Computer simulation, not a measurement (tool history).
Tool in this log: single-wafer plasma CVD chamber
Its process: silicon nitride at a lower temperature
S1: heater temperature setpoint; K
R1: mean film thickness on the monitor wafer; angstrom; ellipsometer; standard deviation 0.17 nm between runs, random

Run 1, hour 0.0: S1 623.15 K, chamber pressure (mTorr) 1300, RF power (kW) 0.235, deposition time (s) 29.0. Result: R1 288.92 angstrom.
Run 2, hour 7.8: S1 623.15 K, chamber pressure (mTorr) 1300, RF power (kW) 0.235, deposition time (s) 27.7. Result: R1 276.27 angstrom.
Run 3, hour 8.7: S1 623.15 K, chamber pressure (mTorr) 1390, RF power (kW) 0.240, deposition time (s) 27.8. Result: R1 289.38 angstrom.
Run 4, hour 14.9: S1 623.15 K, chamber pressure (mTorr) 1470, RF power (kW) 0.245, deposition time (s) 27.8. Result: R1 298.98 angstrom.
Run 5, hour 16.8: S1 623.15 K, chamber pressure (mTorr) 1690, RF power (kW) 0.245, deposition time (s) 27.8. Result: R1 310.80 angstrom.
Run 6, hour 19.1: S1 613.15 K, chamber pressure (mTorr) 1690, RF power (kW) 0.245, deposition time (s) 27.8. Result: R1 309.13 angstrom.

For run 7, what comes out?
Run 7, hour 25.7: S1 613.15 K, chamber pressure (mTorr) 1690, RF power (kW) 0.245, deposition time (s) 27.8. Result: R1 ?.

R1: 309.93 angstrom
